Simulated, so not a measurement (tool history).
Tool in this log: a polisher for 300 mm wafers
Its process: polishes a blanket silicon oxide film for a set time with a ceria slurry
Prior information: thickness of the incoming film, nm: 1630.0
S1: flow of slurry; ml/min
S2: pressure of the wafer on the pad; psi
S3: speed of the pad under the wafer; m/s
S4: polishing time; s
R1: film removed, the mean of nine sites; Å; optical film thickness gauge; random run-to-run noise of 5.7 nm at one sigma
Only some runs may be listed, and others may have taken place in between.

| run | day | S1 | S2 | S3 | S4 | R1 |
|---|---|---|---|---|---|---|
| 1 | 0 | 305 | 3.3 | 1.26 | 60 | 3868.2 |
| 2 | 0.033 | 305 | 3.6 | 1.26 | 60 | 4243.4 |
| 3 | 0.188 | 245 | 3.6 | 1.26 | 60 | 4033.6 |
| 4 | 0.229 | 275 | 3.6 | 1.26 | 60 | 4168.6 |
| 5 | 0.392 | 275 | 3.6 | 1.02 | 60 | 3425 |
| 6 | 0.683 | 320 | 3.6 | 1.02 | 60 | 3505.3 |
| 7 | 1.029 | 320 | 3.6 | 1.02 | 60 | 3533.7 |
| 8 | 1.35 | 330 | 3.9 | 1.02 | 60 | 3809.4 |
|  | 1.467 | slurry nozzle cleaned |
| 9 | 1.467 | 330 | 3.9 | 1.02 | 60 | 3894.4 |
| 10 | 1.633 | 340 | 4.1 | 1.02 | 60 | 4034.2 |
| 11 | 1.975 | 340 | 4.1 | 1.02 | 60 | 4129.2 |
| 12 | 2.138 | 345 | 4.3 | 1.02 | 60 | 4383.1 |
| 13 | 2.3 | 350 | 4.5 | 1.02 | 60 | 4417.7 |
| 14 | 2.475 | 355 | 4.6 | 1.06 | 60 | 4773.1 |

For run 15, what comes out?
| 15 | 2.554 | 360 | 4.7 | 1.08 | 60 | ? |

{"run 15": {"R1": 4958.7}}
